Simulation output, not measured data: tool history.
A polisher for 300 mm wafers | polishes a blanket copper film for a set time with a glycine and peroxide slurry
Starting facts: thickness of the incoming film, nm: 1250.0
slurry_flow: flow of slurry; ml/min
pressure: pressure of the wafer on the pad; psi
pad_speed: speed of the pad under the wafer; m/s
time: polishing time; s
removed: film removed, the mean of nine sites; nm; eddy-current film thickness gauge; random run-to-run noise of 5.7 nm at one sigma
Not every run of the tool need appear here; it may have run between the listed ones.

run	hour	slurry_flow	pressure	pad_speed	time	removed
1	0	250	3	0.98	88	546.47
2	5.1	255	3.2	0.98	88	575.44
3	13.3	255	3.2	0.82	88	498.55
4	14.4	195	3.2	0.82	88	486.01
5	18	195	3.2	0.82	92	507.35
6	19.6	195	3.2	0.82	88	482.87
7	24	205	3.5	0.82	88	528.54
8	31.7	215	3.7	0.82	88	556.83
9	35.9	225	3.9	0.82	88	586.29
10	42.9	230	4	0.82	88	597.53
11	50	235	4.1	0.82	88	612.99

Forecast run 12:
12	58.1	235	4.1	0.82	88	?

removed: 613.09 nm
